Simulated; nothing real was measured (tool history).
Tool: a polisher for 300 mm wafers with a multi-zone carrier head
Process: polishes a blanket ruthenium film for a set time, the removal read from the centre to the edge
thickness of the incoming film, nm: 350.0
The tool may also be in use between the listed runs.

run,hour,flow of slurry (ml/min),pressure of the head's centre zone,pressure of the head's middle zone,pressure of the head's edge zone,polishing time (s),film removed at the wafer's centre (nm),film removed at mid-radius (nm),film removed at the wafer's edge (nm)
1,0.0,125,1.00,1.00,1.00,36,50.217,45.163,43.930
2,2.0,125,1.00,0.92,1.00,36,49.791,42.073,44.109
3,7.6,125,1.00,0.92,0.94,36,50.995,41.087,43.810
4,15.4,125,1.00,0.95,0.94,36,50.314,43.970,43.709
5,23.9,145,1.00,0.95,0.94,36,52.156,44.088,44.285
6,25.0,145,0.93,0.95,0.94,36,48.056,44.695,44.547
7,31.6,145,0.93,0.95,0.95,37,49.992,45.743,46.128
8,34.8,145,0.93,0.95,0.96,38,50.561,46.789,47.608
9,37.1,145,0.93,0.95,0.96,38,51.510,47.365,47.776
10,39.8,145,0.93,0.95,0.97,39,51.938,48.044,48.883
11,46.3,145,0.93,0.95,0.98,40,53.620,48.712,50.245
12,49.7,145,0.93,0.96,0.99,41,55.377,51.977,50.838
13,58.5,150,0.93,0.95,0.99,42,56.311,51.970,53.611
14,59.9,150,0.93,0.95,0.99,42,56.065,52.571,52.500
15,62.2,150,0.93,0.95,0.99,43,58.334,54.682,54.211

The next listed run, before its measurement:
16,65.7,155,0.93,0.95,1.00,43,?,?,?

Run 16 gave film removed at the wafer's centre (nm) 58.527, film removed at mid-radius (nm) 55.370, film removed at the wafer's edge (nm) 54.073.
